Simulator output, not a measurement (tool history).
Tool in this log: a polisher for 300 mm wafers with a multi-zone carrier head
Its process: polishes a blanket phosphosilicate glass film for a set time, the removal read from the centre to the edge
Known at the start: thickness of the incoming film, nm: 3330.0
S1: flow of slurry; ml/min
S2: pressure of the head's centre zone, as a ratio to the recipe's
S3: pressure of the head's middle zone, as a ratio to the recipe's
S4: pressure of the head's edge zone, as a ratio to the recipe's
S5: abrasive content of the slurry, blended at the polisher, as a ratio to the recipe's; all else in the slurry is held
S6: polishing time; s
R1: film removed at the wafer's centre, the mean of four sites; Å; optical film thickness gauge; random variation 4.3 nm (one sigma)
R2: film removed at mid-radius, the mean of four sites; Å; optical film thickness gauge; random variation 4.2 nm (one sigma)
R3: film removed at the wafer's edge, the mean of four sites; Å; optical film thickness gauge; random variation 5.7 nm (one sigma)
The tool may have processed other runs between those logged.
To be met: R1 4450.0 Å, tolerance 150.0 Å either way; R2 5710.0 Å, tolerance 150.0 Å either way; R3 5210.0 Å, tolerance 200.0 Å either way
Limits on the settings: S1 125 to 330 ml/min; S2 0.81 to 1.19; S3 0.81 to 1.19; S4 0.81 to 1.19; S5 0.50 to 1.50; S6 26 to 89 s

run,hour,S1,S2,S3,S4,S5,S6,R1,R2,R3
1,0.0,210,1.00,1.00,1.00,1.00,57,5784.1,5642.2,5656.8
2,3.9,210,1.00,1.00,1.00,1.00,67,6720.6,6612.1,6788.7
3,4.4,260,1.00,1.00,1.00,1.00,67,6857.9,6812.6,6869.8
4,11.1,260,1.00,1.04,1.00,1.00,67,6840.7,7080.8,6956.5
5,12.7,260,1.00,1.04,1.00,1.00,77,8045.9,8244.4,8005.0
6,20.5,260,0.95,1.05,0.98,0.85,74,6470.2,7065.7,6677.6
7,29.1,200,0.85,1.05,0.89,0.65,74,4376.6,5418.4,4923.4
8,38.1,210,0.85,1.06,0.91,0.65,74,4437.3,5448.7,5149.9
# hour 39.9: slurry nozzle cleaned
9,39.9,215,0.85,1.07,0.91,0.65,74,4663.9,5722.7,5226.7

Which of these 5 next moves meets every target?
A,41.7,205,0.85,1.01,0.87,0.70,71,?,?,?
B,41.7,230,0.88,1.08,0.90,0.65,73,?,?,?
C,41.7,225,0.89,1.05,0.87,0.65,77,?,?,?
D,41.7,220,0.92,1.14,0.90,0.60,79,?,?,?
E,41.7,295,0.82,1.07,0.96,0.65,71,?,?,?

move,R1,R2,R3
A,4737.2,5666.7,5246.6
B,4747.4,5792.3,5124.4
C,5050.6,5950.7,5315.2
D,4884.0,5967.7,5043.5
E,4417.4,5727.8,5231.5
A: further off than the last run
B: further off than the last run
C: further off than the last run
D: further off than the last run
E: all results land within tolerance of their targets
Move E is the one to make.
